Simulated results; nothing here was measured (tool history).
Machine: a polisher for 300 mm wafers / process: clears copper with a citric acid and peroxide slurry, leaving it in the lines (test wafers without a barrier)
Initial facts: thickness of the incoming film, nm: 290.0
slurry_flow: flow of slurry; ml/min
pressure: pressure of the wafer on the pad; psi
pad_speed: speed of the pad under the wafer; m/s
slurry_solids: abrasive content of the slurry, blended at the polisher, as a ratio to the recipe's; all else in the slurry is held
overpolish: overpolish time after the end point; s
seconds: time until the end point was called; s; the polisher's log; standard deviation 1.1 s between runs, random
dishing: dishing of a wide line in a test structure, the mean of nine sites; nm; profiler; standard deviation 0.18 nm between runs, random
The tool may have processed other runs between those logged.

run,hour,slurry_flow,pressure,pad_speed,slurry_solids,overpolish,seconds,dishing
1,0,170,2.9,1.24,1,10,115.49,17.726
2,8.3,170,2.9,0.94,1,10,149.71,14.561
3,13,170,2.9,0.94,1,12,150.63,17.751
4,15.2,180,3,0.96,1,9,143.9,13.637
5,19.3,180,3,1.12,1,9,123.47,16.222
6,23,170,3,1.12,1,7,123.81,12.562
7,24.9,165,3,1.12,1,6,124.91,10.656

Run 8 has not been measured yet. What should we expect?
8,27,160,3,1.12,1,6,?,?

{"run 8": {"seconds": 124.87, "dishing": 10.937}}
